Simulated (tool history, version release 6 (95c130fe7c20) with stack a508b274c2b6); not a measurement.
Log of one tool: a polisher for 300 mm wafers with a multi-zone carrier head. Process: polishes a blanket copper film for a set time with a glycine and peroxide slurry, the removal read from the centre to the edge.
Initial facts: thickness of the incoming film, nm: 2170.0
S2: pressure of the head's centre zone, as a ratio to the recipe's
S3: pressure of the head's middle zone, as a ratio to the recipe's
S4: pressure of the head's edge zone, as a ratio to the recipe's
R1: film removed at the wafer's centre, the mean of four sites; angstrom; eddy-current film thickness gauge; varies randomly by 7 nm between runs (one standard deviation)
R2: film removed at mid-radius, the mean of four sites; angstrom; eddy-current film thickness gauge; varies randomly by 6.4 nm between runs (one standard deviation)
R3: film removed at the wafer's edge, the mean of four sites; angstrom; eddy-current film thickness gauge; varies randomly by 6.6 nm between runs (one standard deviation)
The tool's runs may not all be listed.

Run 1, hour 0: flow of slurry (ml/min) 210, S2 1, S3 1, S4 1, polishing time (s) 87. Result: R1 4779.6 angstrom, R2 4876.9 angstrom, R3 4685.1 angstrom.
Run 2, hour 6.9: flow of slurry (ml/min) 215, S2 0.99, S3 1.02, S4 1.04, polishing time (s) 94. Result: R1 5088.5 angstrom, R2 5326.6 angstrom, R3 5198.9 angstrom.
Run 3, hour 15.9: flow of slurry (ml/min) 225, S2 0.99, S3 1.05, S4 1.07, polishing time (s) 99. Result: R1 5516 angstrom, R2 5880.4 angstrom, R3 5586.1 angstrom.
Run 4, hour 23.9: flow of slurry (ml/min) 225, S2 0.98, S3 1.06, S4 1.09, polishing time (s) 103. Result: R1 5596.4 angstrom, R2 6081.6 angstrom, R3 5817.4 angstrom.
Run 5, hour 31.7: flow of slurry (ml/min) 230, S2 0.97, S3 1.07, S4 1.11, polishing time (s) 107. Result: R1 5794.7 angstrom, R2 6308.6 angstrom, R3 6056.9 angstrom.
Run 6, hour 34.8: flow of slurry (ml/min) 225, S2 0.96, S3 1.08, S4 1.12, polishing time (s) 111. Result: R1 5954.6 angstrom, R2 6654.8 angstrom, R3 6326.6 angstrom.
Run 7, hour 40.5: flow of slurry (ml/min) 230, S2 0.95, S3 1.09, S4 1.13, polishing time (s) 113. Result: R1 6098.5 angstrom, R2 6876.2 angstrom, R3 6507.7 angstrom.
Run 8, hour 45.4: flow of slurry (ml/min) 230, S2 0.95, S3 1.09, S4 1.13, polishing time (s) 113. Result: R1 6065.4 angstrom, R2 6838.3 angstrom, R3 6594.3 angstrom.
Run 9, hour 51.3: flow of slurry (ml/min) 240, S2 0.95, S3 1.1, S4 1.14, polishing time (s) 114. Result: R1 6152.3 angstrom, R2 7089.4 angstrom, R3 6630.1 angstrom.
Run 10, hour 57.5: flow of slurry (ml/min) 240, S2 0.95, S3 1.1, S4 1.14, polishing time (s) 114. Result: R1 5978.1 angstrom, R2 7134.7 angstrom, R3 6740.6 angstrom.
Run 11, hour 65: flow of slurry (ml/min) 250, S2 0.97, S3 1.1, S4 1.15, polishing time (s) 115. Result: R1 6346.7 angstrom, R2 7125.6 angstrom, R3 6887.6 angstrom.
Run 12, hour 73.5: flow of slurry (ml/min) 260, S2 0.97, S3 1.11, S4 1.15, polishing time (s) 115. Result: R1 6291.8 angstrom, R2 7234.1 angstrom, R3 6661.1 angstrom.
Run 13, hour 74.4: flow of slurry (ml/min) 255, S2 0.96, S3 1.11, S4 1.16, polishing time (s) 116. Result: R1 6360.1 angstrom, R2 7161.3 angstrom, R3 6826.5 angstrom.
Run 14, hour 80.7: flow of slurry (ml/min) 255, S2 0.95, S3 1.11, S4 1.16, polishing time (s) 117. Result: R1 6316.1 angstrom, R2 7325.1 angstrom, R3 6762.1 angstrom.
Run 15, hour 89: flow of slurry (ml/min) 245, S2 0.95, S3 1.12, S4 1.17, polishing time (s) 118. Result: R1 6387.5 angstrom, R2 7358.6 angstrom, R3 6926.5 angstrom.

Run 16 comes next. What will it give?
Run 16, hour 95: flow of slurry (ml/min) 250, S2 0.94, S3 1.12, S4 1.17, polishing time (s) 119. Result: R1 ?, R2 ?, R3 ?.

R1: 6313.4 angstrom
R2: 7466.8 angstrom
R3: 7001.4 angstrom
